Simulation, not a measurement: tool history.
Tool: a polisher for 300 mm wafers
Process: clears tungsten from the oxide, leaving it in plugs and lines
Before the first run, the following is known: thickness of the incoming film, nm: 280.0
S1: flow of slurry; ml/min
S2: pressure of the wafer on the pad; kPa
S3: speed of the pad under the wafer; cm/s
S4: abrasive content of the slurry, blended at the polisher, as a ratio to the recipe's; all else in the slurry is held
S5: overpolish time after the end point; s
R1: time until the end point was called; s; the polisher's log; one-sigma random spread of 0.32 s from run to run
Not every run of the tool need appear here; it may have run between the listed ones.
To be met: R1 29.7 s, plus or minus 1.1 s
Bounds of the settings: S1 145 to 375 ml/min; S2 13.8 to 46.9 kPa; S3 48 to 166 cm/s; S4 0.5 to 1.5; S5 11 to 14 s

run  hour   S1    S2   S3  S4  S5      R1
  1     0  240  30.3  106   1  14  45.355
  2   8.9  185  30.3  106   1  14  47.103
  3  16.6  185  30.3  106   1  11  46.203
  4  23.9  185  30.3  120   1  11  42.773
  5  28.4  190  32.4  120   1  11  39.845
  6  29.4  195  33.8  120   1  11  39.609
  7  30.5  195  35.9  120   1  11  37.934
  8    34  195  37.9  120   1  11   37.17
  9  38.7  195  39.3  122   1  11  36.082
 10  40.2  195  40.7  124   1  11  34.049
 11  46.3  195  42.1  124   1  11  33.368
 12    48  195  42.7  124   1  11  33.719
 13  55.9  200  43.4  126   1  11  32.494
 14  58.7  200  44.1  126   1  11  31.812
 15  64.5  200  44.8  126   1  11  31.786
 16  72.1  200  45.5  126   1  11  31.895
 17  74.9  200  45.5  128   1  11  31.231

Below are 4 possible settings for the next run. Only one of them brings all results inside the allowed miss of their targets. Which is it?
  A  77.7  195  44.1  124     1  12   ?
  B  77.7  255  41.4  130  1.05  11   ?
  C  77.7  235  43.4  130   0.7  14   ?
  D  77.7  205  43.4  140     1  14   ?

move      R1
   A  32.816
   B  32.124
   C  33.828
   D  30.235
A: further off than the last run
B: further off than the last run
C: further off than the last run
D: every result lands within tolerance
Go with D: it meets all targets.
